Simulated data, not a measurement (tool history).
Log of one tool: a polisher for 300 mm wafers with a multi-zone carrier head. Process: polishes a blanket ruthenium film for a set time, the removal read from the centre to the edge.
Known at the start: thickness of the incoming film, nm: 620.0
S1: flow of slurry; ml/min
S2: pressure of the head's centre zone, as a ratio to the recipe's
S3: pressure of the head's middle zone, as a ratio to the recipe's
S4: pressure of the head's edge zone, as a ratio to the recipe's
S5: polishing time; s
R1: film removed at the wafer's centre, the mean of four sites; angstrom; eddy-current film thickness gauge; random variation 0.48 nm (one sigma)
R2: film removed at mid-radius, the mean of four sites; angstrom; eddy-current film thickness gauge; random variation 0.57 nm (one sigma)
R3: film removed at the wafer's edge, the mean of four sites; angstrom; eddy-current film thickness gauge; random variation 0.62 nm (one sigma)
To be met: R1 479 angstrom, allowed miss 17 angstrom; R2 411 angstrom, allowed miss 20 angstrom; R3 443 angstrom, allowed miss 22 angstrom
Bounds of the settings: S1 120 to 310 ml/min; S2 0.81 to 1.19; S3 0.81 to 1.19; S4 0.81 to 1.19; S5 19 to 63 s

{"run": 1, "hour": 0.0, "S1": 200, "S2": 1, "S3": 1, "S4": 1, "S5": 41, "R1": 338.44, "R2": 353.45, "R3": 353.54}
{"run": 2, "hour": 7.6, "S1": 230, "S2": 1, "S3": 1, "S4": 1, "S5": 41, "R1": 347.47, "R2": 363.43, "R3": 361.96}
{"run": 3, "hour": 16.3, "S1": 235, "S2": 1.03, "S3": 1, "S4": 1.02, "S5": 42, "R1": 372.05, "R2": 367.83, "R3": 361.88}
{"run": 4, "hour": 22.4, "S1": 235, "S2": 1.03, "S3": 0.98, "S4": 1.03, "S5": 43, "R1": 371.64, "R2": 370.24, "R3": 368.99}
{"run": 5, "hour": 30.2, "S1": 235, "S2": 1.12, "S3": 0.98, "S4": 1.03, "S5": 43, "R1": 406.01, "R2": 375.34, "R3": 377.08}
{"run": 6, "hour": 34.1, "S1": 235, "S2": 1.12, "S3": 0.98, "S4": 1.08, "S5": 43, "R1": 408.35, "R2": 370.85, "R3": 380.5}
{"run": 7, "hour": 41.9, "S1": 230, "S2": 1.13, "S3": 0.97, "S4": 1.09, "S5": 44, "R1": 418.72, "R2": 371.25, "R3": 386.23}
{"run": 8, "hour": 44.0, "S1": 230, "S2": 1.13, "S3": 0.97, "S4": 1.1, "S5": 45, "R1": 428.39, "R2": 378.08, "R3": 398.44}
{"run": 9, "hour": 51.6, "S1": 230, "S2": 1.13, "S3": 0.97, "S4": 1.11, "S5": 46, "R1": 437.6, "R2": 372.2, "R3": 402.48}
{"run": 10, "hour": 52.8, "S1": 230, "S2": 1.13, "S3": 0.98, "S4": 1.11, "S5": 47, "R1": 452.03, "R2": 395.37, "R3": 413.77}
{"run": 11, "hour": 54.6, "S1": 230, "S2": 1.13, "S3": 0.98, "S4": 1.12, "S5": 47, "R1": 455.12, "R2": 391.8, "R3": 431.56}
{"run": 12, "hour": 62.5, "S1": 235, "S2": 1.13, "S3": 0.98, "S4": 1.12, "S5": 47, "R1": 459.86, "R2": 400.49, "R3": 415.47}
{"run": 13, "hour": 64.9, "S1": 230, "S2": 1.13, "S3": 0.98, "S4": 1.12, "S5": 47, "R1": 450.59, "R2": 404.82, "R3": 419.89}
{"run": 14, "hour": 67.3, "S1": 230, "S2": 1.13, "S3": 0.98, "S4": 1.13, "S5": 47, "R1": 450.55, "R2": 395.72, "R3": 413.63}

4 next moves are on the table. One of them brings every result within its allowed miss. Which?
{"run": "A", "hour": 69.7, "S1": 270, "S2": 1.11, "S3": 1.08, "S4": 1.1, "S5": 44, "R1": "?", "R2": "?", "R3": "?"}
{"run": "B", "hour": 69.7, "S1": 220, "S2": 1.09, "S3": 0.96, "S4": 1.1, "S5": 46, "R1": "?", "R2": "?", "R3": "?"}
{"run": "C", "hour": 69.7, "S1": 255, "S2": 1.15, "S3": 0.97, "S4": 1.15, "S5": 44, "R1": "?", "R2": "?", "R3": "?"}
{"run": "D", "hour": 69.7, "S1": 195, "S2": 1.13, "S3": 0.94, "S4": 1.09, "S5": 51, "R1": "?", "R2": "?", "R3": "?"}

move=A R1=425.74 R2=406.41 R3=400.41
move=B R1=424.27 R2=374.76 R3=411.19
move=C R1=437.61 R2=368.51 R3=405.4
move=D R1=477.81 R2=400.72 R3=448.38
A: further off than the last run
B: further off than the last run
C: further off than the last run
D: meets every target
Move D is the one to make.
